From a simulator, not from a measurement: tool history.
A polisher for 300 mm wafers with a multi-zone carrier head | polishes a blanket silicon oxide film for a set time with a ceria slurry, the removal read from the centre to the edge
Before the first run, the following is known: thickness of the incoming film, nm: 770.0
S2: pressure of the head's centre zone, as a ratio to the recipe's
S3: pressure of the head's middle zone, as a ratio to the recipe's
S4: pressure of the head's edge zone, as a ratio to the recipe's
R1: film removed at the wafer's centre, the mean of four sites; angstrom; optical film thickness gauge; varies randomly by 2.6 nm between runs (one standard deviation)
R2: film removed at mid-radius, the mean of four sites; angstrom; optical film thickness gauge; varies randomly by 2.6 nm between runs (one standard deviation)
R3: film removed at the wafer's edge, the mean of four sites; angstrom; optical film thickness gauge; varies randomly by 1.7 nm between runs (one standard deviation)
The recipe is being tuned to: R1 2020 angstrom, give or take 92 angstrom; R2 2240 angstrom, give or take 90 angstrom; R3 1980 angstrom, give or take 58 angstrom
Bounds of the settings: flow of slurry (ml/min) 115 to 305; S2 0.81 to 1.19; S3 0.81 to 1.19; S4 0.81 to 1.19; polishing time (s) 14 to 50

{"run": 1, "hour": 0.0, "flow of slurry (ml/min)": 195, "S2": 1, "S3": 1, "S4": 1, "polishing time (s)": 32, "R1": 1722.5, "R2": 1692.7, "R3": 1671.5}
{"run": 2, "hour": 4.6, "flow of slurry (ml/min)": 195, "S2": 1.03, "S3": 1, "S4": 1, "polishing time (s)": 32, "R1": 1718.6, "R2": 1667.7, "R3": 1678.4}
{"run": 3, "hour": 9.9, "flow of slurry (ml/min)": 195, "S2": 1.03, "S3": 1, "S4": 0.94, "polishing time (s)": 32, "R1": 1719.6, "R2": 1660.1, "R3": 1630.2}
{"run": 4, "hour": 17.5, "flow of slurry (ml/min)": 210, "S2": 1.03, "S3": 1.05, "S4": 0.99, "polishing time (s)": 33, "R1": 1796.8, "R2": 1817.7, "R3": 1726.1}
{"run": 5, "hour": 26.1, "flow of slurry (ml/min)": 210, "S2": 1.09, "S3": 1.05, "S4": 0.99, "polishing time (s)": 33, "R1": 1939.1, "R2": 1822.7, "R3": 1728.7}
{"run": 6, "hour": 32.2, "flow of slurry (ml/min)": 220, "S2": 1.07, "S3": 1.09, "S4": 1.03, "polishing time (s)": 34, "R1": 1951.2, "R2": 2003.6, "R3": 1815}
{"run": 7, "hour": 35.9, "flow of slurry (ml/min)": 260, "S2": 1.06, "S3": 1.13, "S4": 1.13, "polishing time (s)": 35, "R1": 2047.4, "R2": 2095.3, "R3": 1911.5}
{"run": 8, "hour": 40.2, "flow of slurry (ml/min)": 260, "S2": 1.05, "S3": 1.14, "S4": 1.13, "polishing time (s)": 35, "R1": 2030, "R2": 2119.2, "R3": 1972.6}

Exercise: of the 4 proposed moves below, exactly one satisfies all targets within the stated allowed misses. Which move is it?
{"run": "A", "hour": 44.5, "flow of slurry (ml/min)": 230, "S2": 1.07, "S3": 1.09, "S4": 1.19, "polishing time (s)": 35, "R1": "?", "R2": "?", "R3": "?"}
{"run": "B", "hour": 44.5, "flow of slurry (ml/min)": 270, "S2": 1.02, "S3": 1.17, "S4": 1.05, "polishing time (s)": 36, "R1": "?", "R2": "?", "R3": "?"}
{"run": "C", "hour": 44.5, "flow of slurry (ml/min)": 240, "S2": 1.12, "S3": 1.08, "S4": 1.17, "polishing time (s)": 36, "R1": "?", "R2": "?", "R3": "?"}
{"run": "D", "hour": 44.5, "flow of slurry (ml/min)": 290, "S2": 1.08, "S3": 1.12, "S4": 1.08, "polishing time (s)": 34, "R1": "?", "R2": "?", "R3": "?"}

move=A R1=2089.8 R2=2012.9 R3=1971.4
move=B R1=2087.7 R2=2238 R3=1966.4
move=C R1=2262.1 R2=2063.1 R3=2023
move=D R1=2103.7 R2=2048.8 R3=1885.1
A: lands further from the targets than the last run did
B: hits every target within its allowed miss
C: lands further from the targets than the last run did
D: lands further from the targets than the last run did
Correct choice: B, which meets every target

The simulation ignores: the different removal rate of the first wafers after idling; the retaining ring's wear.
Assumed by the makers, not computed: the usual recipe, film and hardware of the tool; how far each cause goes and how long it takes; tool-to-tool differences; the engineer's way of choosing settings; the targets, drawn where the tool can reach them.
